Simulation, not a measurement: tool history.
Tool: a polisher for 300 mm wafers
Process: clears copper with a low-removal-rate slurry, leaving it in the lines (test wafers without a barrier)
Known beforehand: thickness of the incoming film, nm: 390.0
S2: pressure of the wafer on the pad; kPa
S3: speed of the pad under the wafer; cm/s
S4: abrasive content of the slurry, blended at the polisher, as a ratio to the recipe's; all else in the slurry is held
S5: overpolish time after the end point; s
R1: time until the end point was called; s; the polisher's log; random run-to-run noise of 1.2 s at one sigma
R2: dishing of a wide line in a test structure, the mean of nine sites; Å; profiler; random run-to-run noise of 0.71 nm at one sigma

Run 1, hour 0.0: flow of slurry (ml/min) 155, S2 23.4 kPa, S3 128 cm/s, S4 1.00, S5 30 s. Result: R1 84.720 s, R2 920.24 Å.
Run 2, hour 5.4: flow of slurry (ml/min) 160, S2 22.1 kPa, S3 134 cm/s, S4 1.00, S5 26 s. Result: R1 85.117 s, R2 816.37 Å.
Run 3, hour 7.3: flow of slurry (ml/min) 195, S2 22.1 kPa, S3 134 cm/s, S4 1.00, S5 26 s. Result: R1 82.585 s, R2 828.26 Å.
Run 4, hour 16.2: flow of slurry (ml/min) 170, S2 22.1 kPa, S3 134 cm/s, S4 1.00, S5 26 s. Result: R1 82.715 s, R2 851.29 Å.
Run 5, hour 19.2: flow of slurry (ml/min) 170, S2 22.1 kPa, S3 134 cm/s, S4 1.00, S5 33 s. Result: R1 82.528 s, R2 984.36 Å.
Run 6, hour 20.1: flow of slurry (ml/min) 185, S2 20.0 kPa, S3 140 cm/s, S4 1.00, S5 29 s. Result: R1 86.821 s, R2 871.48 Å.
Run 7, hour 24.6: flow of slurry (ml/min) 195, S2 20.0 kPa, S3 138 cm/s, S4 1.05, S5 25 s. Result: R1 85.694 s, R2 782.39 Å.
Run 8, hour 27.4: flow of slurry (ml/min) 205, S2 18.6 kPa, S3 138 cm/s, S4 1.15, S5 22 s. Result: R1 90.600 s, R2 675.70 Å.
Run 9, hour 30.9: flow of slurry (ml/min) 210, S2 18.6 kPa, S3 138 cm/s, S4 1.20, S5 20 s. Result: R1 88.742 s, R2 651.67 Å.
Run 10, hour 35.1: flow of slurry (ml/min) 215, S2 17.9 kPa, S3 138 cm/s, S4 1.25, S5 18 s. Result: R1 89.232 s, R2 577.84 Å.
Run 11, hour 40.2: flow of slurry (ml/min) 215, S2 17.9 kPa, S3 138 cm/s, S4 1.25, S5 17 s. Result: R1 91.706 s, R2 537.33 Å.

Expected results for the next run?
Run 12, hour 44.9: flow of slurry (ml/min) 220, S2 18.6 kPa, S3 140 cm/s, S4 1.25, S5 9 s. Result: R1 ?, R2 ?.

R1: 85.775 s
R2: 337.37 Å
